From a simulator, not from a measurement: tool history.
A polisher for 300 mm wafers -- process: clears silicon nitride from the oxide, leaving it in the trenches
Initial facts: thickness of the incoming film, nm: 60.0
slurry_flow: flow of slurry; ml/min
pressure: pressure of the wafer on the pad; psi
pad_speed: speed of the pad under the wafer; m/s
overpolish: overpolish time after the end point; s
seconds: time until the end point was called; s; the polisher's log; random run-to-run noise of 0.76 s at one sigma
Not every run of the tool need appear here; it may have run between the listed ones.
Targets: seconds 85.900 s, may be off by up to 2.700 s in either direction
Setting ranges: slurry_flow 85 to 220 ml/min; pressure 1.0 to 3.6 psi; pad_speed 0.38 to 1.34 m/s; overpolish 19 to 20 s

Run 1, hour 0.0: slurry_flow 140 ml/min, pressure 2.3 psi, pad_speed 0.86 m/s, overpolish 19 s. Result: seconds 105.370 s.
Run 2, hour 7.0: slurry_flow 150 ml/min, pressure 2.4 psi, pad_speed 0.86 m/s, overpolish 19 s. Result: seconds 98.680 s.
Run 3, hour 8.8: slurry_flow 150 ml/min, pressure 2.4 psi, pad_speed 0.96 m/s, overpolish 19 s. Result: seconds 90.398 s.
Run 4, hour 16.6: slurry_flow 150 ml/min, pressure 2.9 psi, pad_speed 0.96 m/s, overpolish 19 s. Result: seconds 74.077 s.
Run 5, hour 20.7: slurry_flow 150 ml/min, pressure 2.9 psi, pad_speed 0.96 m/s, overpolish 19 s. Result: seconds 74.760 s.
Run 6, hour 25.2: slurry_flow 135 ml/min, pressure 2.9 psi, pad_speed 0.96 m/s, overpolish 19 s. Result: seconds 76.108 s.
Run 7, hour 27.6: slurry_flow 130 ml/min, pressure 2.8 psi, pad_speed 0.96 m/s, overpolish 19 s. Result: seconds 78.334 s.
Run 8, hour 28.7: slurry_flow 130 ml/min, pressure 2.7 psi, pad_speed 0.96 m/s, overpolish 19 s. Result: seconds 83.027 s.

Which of these 5 next moves meets every target?
Run A, hour 29.8: slurry_flow 125 ml/min, pressure 3.0 psi, pad_speed 0.90 m/s, overpolish 19 s. Result: seconds ?.
Run B, hour 29.8: slurry_flow 125 ml/min, pressure 2.8 psi, pad_speed 0.98 m/s, overpolish 20 s. Result: seconds ?.
Run C, hour 29.8: slurry_flow 120 ml/min, pressure 3.6 psi, pad_speed 0.70 m/s, overpolish 20 s. Result: seconds ?.
Run D, hour 29.8: slurry_flow 150 ml/min, pressure 2.7 psi, pad_speed 0.96 m/s, overpolish 20 s. Result: seconds ?.
Run E, hour 29.8: slurry_flow 205 ml/min, pressure 2.4 psi, pad_speed 1.04 m/s, overpolish 20 s. Result: seconds ?.

move  seconds
   A   78.727
   B   77.518
   C   84.799
   D   78.894
   E   77.870
A: further off than the last run
B: further off than the last run
C: hits every target within its allowed miss
D: further off than the last run
E: further off than the last run
Answer: C
